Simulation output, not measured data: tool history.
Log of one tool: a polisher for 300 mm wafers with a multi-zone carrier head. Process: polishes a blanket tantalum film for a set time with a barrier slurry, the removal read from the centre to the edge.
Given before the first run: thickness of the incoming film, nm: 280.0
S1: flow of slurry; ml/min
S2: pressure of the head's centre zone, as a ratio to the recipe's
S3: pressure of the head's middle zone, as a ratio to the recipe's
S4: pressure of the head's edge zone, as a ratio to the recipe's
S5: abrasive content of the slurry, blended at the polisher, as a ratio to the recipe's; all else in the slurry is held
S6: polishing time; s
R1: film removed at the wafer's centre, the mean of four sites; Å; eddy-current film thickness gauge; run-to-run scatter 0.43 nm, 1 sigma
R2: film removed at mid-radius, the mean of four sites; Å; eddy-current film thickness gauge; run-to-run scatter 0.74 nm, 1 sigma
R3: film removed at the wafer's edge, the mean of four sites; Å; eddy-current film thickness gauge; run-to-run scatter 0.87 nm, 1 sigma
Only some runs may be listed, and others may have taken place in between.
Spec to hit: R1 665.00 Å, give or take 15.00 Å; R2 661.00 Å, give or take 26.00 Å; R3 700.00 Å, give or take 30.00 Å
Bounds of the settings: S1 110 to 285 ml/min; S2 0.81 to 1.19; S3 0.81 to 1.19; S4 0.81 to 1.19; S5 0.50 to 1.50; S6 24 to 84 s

run  hour   S1    S2    S3    S4    S5  S6      R1      R2      R3
  1   0.0  180  1.00  1.00  1.00  1.00  54  831.72  806.69  832.65
  2   5.3  180  1.00  1.00  1.06  1.00  54  823.43  798.12  842.72
  3  13.5  205  1.00  1.00  1.06  1.00  54  844.30  825.98  842.88
  4  22.1  210  0.98  0.98  1.04  0.90  54  814.45  803.31  833.67
  5  28.9  205  0.98  0.98  1.02  0.80  53  770.36  779.82  784.72
  6  36.1  205  0.98  0.98  1.09  0.80  53  776.30  780.97  803.15
  7  45.0  195  0.98  0.97  1.07  0.75  53  752.43  744.08  790.04
  8  54.0  190  0.98  0.97  1.05  0.70  53  740.52  735.37  778.07
  9  57.0  185  0.98  0.97  1.03  0.65  53  719.93  720.65  738.87

Pick the move, out of 4, that brings all results within their allowed miss; only one does.
  A  60.0  215  0.81  1.04  1.03  0.50  57   ?   ?   ?
  B  60.0  110  0.97  0.96  0.98  0.50  58   ?   ?   ?
  C  60.0  190  1.09  0.98  1.07  0.70  51   ?   ?   ?
  D  60.0  185  0.94  0.94  1.12  0.85  51   ?   ?   ?

move      R1      R2      R3
   A  635.67  773.99  758.89
   B  665.52  650.02  690.65
   C  792.50  694.35  734.44
   D  714.27  696.27  781.18
A: pushes the last run's worst result past its target
B: all results in spec
C: misses by more than the last run did
D: nearer the targets than the last run, but a result is still out of spec
The right move is B.
